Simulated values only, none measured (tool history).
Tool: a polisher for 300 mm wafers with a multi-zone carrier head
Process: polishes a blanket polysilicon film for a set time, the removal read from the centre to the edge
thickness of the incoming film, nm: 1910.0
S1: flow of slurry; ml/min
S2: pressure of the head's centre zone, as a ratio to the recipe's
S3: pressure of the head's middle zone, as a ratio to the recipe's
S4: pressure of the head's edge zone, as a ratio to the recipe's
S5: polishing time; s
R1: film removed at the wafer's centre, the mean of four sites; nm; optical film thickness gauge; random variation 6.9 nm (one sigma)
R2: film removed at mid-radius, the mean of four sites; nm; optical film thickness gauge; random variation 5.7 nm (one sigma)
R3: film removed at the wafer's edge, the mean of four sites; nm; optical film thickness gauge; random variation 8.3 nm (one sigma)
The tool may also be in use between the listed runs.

run 1 hour=0 | S1=245 S2=1 S3=1 S4=1 S5=88 | R1=618.09 R2=628.71 R3=579.43
run 2 hour=1.6 | S1=245 S2=1.04 S3=1 S4=1 S5=88 | R1=643.05 R2=635.41 R3=588.85
run 3 hour=7.4 | S1=245 S2=1.04 S3=1 S4=0.94 S5=88 | R1=638.15 R2=648.11 R3=575.87
run 4 hour=15.6 | S1=280 S2=1.04 S3=1 S4=0.94 S5=88 | R1=645.92 R2=652.2 R3=575
run 5 hour=24.6 | S1=280 S2=1.04 S3=0.95 S4=0.94 S5=88 | R1=651.84 R2=619.61 R3=580.35
run 6 hour=28.7 | S1=260 S2=0.99 S3=0.95 S4=0.99 S5=95 | R1=661.39 R2=673.25 R3=642.02
run 7 hour=33.1 | S1=270 S2=0.89 S3=0.86 S4=1.09 S5=116 | R1=735.4 R2=756.11 R3=810.52

Forecast run 8:
run 8 hour=36 | S1=275 S2=0.88 S3=0.86 S4=1.11 S5=117 | R1=? R2=? R3=?

Run 8 gave R1 736.47 nm, R2 763.52 nm, R3 840.89 nm.

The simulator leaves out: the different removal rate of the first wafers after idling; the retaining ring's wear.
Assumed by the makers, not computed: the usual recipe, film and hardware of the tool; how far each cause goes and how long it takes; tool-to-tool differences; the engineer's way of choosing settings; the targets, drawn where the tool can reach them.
